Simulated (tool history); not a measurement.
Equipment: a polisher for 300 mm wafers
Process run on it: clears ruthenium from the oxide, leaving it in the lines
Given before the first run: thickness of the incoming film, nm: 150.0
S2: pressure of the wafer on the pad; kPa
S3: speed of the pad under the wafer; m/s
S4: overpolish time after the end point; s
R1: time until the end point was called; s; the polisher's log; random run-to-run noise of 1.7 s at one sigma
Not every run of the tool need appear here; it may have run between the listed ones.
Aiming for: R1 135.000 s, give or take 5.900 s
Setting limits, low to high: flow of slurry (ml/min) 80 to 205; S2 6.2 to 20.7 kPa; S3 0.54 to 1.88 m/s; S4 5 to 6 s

run 1 day=0.000 | flow_of_slurry_(ml/min)=135 S2=13.1 S3=1.20 S4=6 | R1=91.588
run 2 day=0.208 | flow_of_slurry_(ml/min)=135 S2=11.7 S3=1.20 S4=6 | R1=103.570
run 3 day=0.512 | flow_of_slurry_(ml/min)=135 S2=11.7 S3=1.20 S4=5 | R1=100.940
run 4 day=0.538 | flow_of_slurry_(ml/min)=135 S2=11.0 S3=1.20 S4=5 | R1=111.120
run 5 day=0.675 | flow_of_slurry_(ml/min)=135 S2=11.0 S3=1.34 S4=5 | R1=100.710
run 6 day=0.800 | flow_of_slurry_(ml/min)=135 S2=10.3 S3=1.34 S4=5 | R1=106.190
run 7 day=0.929 | flow_of_slurry_(ml/min)=135 S2=9.7 S3=1.34 S4=5 | R1=113.390
run 8 day=1.092 | flow_of_slurry_(ml/min)=135 S2=9.7 S3=1.34 S4=5 | R1=112.030
run 9 day=1.279 | flow_of_slurry_(ml/min)=135 S2=9.0 S3=1.34 S4=5 | R1=120.510

Which of these 5 next moves meets every target?
run A day=1.467 | flow_of_slurry_(ml/min)=130 S2=8.3 S3=1.32 S4=6 | R1=?
run B day=1.467 | flow_of_slurry_(ml/min)=155 S2=6.9 S3=1.66 S4=5 | R1=?
run C day=1.467 | flow_of_slurry_(ml/min)=140 S2=11.7 S3=1.24 S4=5 | R1=?
run D day=1.467 | flow_of_slurry_(ml/min)=115 S2=9.7 S3=1.44 S4=6 | R1=?
run E day=1.467 | flow_of_slurry_(ml/min)=95 S2=10.3 S3=1.42 S4=5 | R1=?

move=A R1=135.310
move=B R1=124.230
move=C R1=101.320
move=D R1=110.400
move=E R1=110.490
A: hits every target within its allowed miss
B: nearer the targets than the last run, but a result is still out of spec
C: further off than the last run
D: further off than the last run
E: further off than the last run
The right move is A.

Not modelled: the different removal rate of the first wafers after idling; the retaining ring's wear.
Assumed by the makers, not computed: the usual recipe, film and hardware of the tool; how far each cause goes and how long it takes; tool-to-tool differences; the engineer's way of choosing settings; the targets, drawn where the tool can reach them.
